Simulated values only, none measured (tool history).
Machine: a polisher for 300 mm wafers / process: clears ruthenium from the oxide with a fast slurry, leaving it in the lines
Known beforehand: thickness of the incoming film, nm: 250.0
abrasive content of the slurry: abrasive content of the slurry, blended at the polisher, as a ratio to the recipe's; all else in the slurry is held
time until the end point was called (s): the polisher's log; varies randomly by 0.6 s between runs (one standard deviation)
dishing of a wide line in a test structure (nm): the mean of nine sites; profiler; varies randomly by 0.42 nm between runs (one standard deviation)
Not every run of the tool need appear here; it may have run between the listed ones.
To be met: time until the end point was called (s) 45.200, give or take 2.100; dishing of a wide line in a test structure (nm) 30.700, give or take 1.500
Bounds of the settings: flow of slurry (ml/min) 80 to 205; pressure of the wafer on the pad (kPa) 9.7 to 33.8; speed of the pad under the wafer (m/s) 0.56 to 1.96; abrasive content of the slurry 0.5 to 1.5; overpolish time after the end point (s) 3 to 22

run	hour	flow of slurry (ml/min)	pressure of the wafer on the pad (kPa)	speed of the pad under the wafer (m/s)	abrasive content of the slurry	overpolish time after the end point (s)	time until the end point was called (s)	dishing of a wide line in a test structure (nm)
1	0.0	135	21.4	1.26	1.0	11	45.165	43.728
2	6.8	135	15.9	1.26	1.0	11	60.491	34.524
3	13.7	105	15.9	1.26	1.0	11	64.623	32.728
4	18.1	105	15.9	0.96	1.0	11	84.655	26.251
5	27.1	120	18.6	0.96	1.0	10	69.663	28.835
6	34.1	135	20.0	0.96	1.0	9	62.046	28.598
7	37.8	145	20.7	0.96	1.0	8	58.968	27.634
8	41.2	155	21.4	0.96	1.0	8	55.924	28.008
# hour 48.3: slurry nozzle cleaned
9	48.3	175	26.2	0.98	1.0	7	40.784	34.016
10	53.7	170	26.2	0.98	1.0	7	39.040	32.955
11	55.9	165	25.5	0.98	1.0	7	41.525	32.932
12	57.4	160	24.8	0.98	1.0	7	42.750	31.855

Consider the 4 candidate settings below. Which is the only one whose results all fall within their allowed miss of target?
A	58.9	140	23.4	0.88	1.0	8	?	?
B	58.9	150	23.4	0.96	1.0	8	?	?
C	58.9	205	27.6	0.74	1.2	7	?	?
D	58.9	140	23.4	0.86	1.0	8	?	?

move	time until the end point was called (s)	dishing of a wide line in a test structure (nm)
A	50.412	30.866
B	45.765	33.455
C	44.986	30.360
D	51.534	30.300
A: the result that was furthest off in the last run now lies on the other side of its target
B: brings the last run's worst result on target, with another outside its allowed miss
C: each result inside its tolerance
D: the result that was furthest off in the last run now lies on the other side of its target
Answer: C
